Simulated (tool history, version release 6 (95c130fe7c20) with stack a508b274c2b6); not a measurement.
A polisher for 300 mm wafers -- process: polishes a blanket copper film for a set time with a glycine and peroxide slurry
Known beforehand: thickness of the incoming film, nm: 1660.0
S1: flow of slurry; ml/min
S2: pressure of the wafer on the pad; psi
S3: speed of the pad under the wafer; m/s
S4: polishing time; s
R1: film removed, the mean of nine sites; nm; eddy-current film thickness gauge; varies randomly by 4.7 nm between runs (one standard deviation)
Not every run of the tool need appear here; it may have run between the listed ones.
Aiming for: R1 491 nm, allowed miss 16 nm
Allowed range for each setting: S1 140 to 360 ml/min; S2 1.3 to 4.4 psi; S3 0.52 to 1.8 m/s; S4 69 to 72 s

run,hour,S1,S2,S3,S4,R1
1,0,230,2.8,1.16,69,402.67
2,2,230,2.8,1.16,72,418.82
3,4.6,230,2.9,1.16,72,422.38
4,9.2,230,3.1,1.16,72,437.45
5,12.7,275,3.1,1.16,72,435.45
6,16.8,275,3.2,1.16,72,452.12
7,25.2,275,3.3,1.16,72,456.22
8,26.1,275,3.4,1.16,72,472.27

Pick the move, out of 4, that brings all results within their allowed miss; only one does.
A,27,355,3.7,1.08,70,?
B,27,270,3.9,1.12,72,?
C,27,260,3.6,1.16,69,?
D,27,280,3.7,1.04,72,?

move,R1
A,462.84
B,493.99
C,464.06
D,451.28
A: the biggest miss grows against the last run
B: all results in spec
C: the biggest miss grows against the last run
D: the biggest miss grows against the last run
B meets every target.
